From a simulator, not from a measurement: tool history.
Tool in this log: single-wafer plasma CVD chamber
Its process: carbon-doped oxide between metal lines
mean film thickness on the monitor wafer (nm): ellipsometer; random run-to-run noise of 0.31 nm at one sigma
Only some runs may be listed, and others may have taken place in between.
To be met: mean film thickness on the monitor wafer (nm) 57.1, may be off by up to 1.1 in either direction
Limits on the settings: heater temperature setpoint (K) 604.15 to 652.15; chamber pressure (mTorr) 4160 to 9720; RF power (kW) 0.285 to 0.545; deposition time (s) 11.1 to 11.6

run,hour,heater temperature setpoint (K),chamber pressure (mTorr),RF power (kW),deposition time (s),mean film thickness on the monitor wafer (nm)
1,0,628.15,6940,0.415,11.6,50.937
2,2.4,624.15,6940,0.415,11.6,51.353
3,7.4,624.15,6940,0.415,11.6,51.19
4,8.8,616.15,6940,0.415,11.6,53.314
# hour 15.2: capacitance manometer re-zeroed and calibrated
5,15.2,614.15,7010,0.42,11.6,53.394
6,19.4,614.15,6500,0.42,11.6,52.798
7,27.2,613.15,6810,0.425,11.6,53.723
8,31.3,612.15,7010,0.43,11.6,54.834
9,34.6,611.15,7150,0.43,11.6,55.132
10,36.3,611.15,7150,0.43,11.6,55.252

Which of these 5 next moves meets every target?
A,38,607.15,8180,0.43,11.1,?
B,38,608.15,7050,0.45,11.5,?
C,38,604.15,6600,0.44,11.1,?
D,38,611.15,7330,0.415,11.5,?
E,38,612.15,7580,0.425,11.6,?

move,mean film thickness on the monitor wafer (nm)
A,54.122
B,57.33
C,54.664
D,53.149
E,54.718
A: moves away from the targets compared with the last run
B: meets every target
C: moves away from the targets compared with the last run
D: moves away from the targets compared with the last run
E: moves away from the targets compared with the last run
The right move is B.

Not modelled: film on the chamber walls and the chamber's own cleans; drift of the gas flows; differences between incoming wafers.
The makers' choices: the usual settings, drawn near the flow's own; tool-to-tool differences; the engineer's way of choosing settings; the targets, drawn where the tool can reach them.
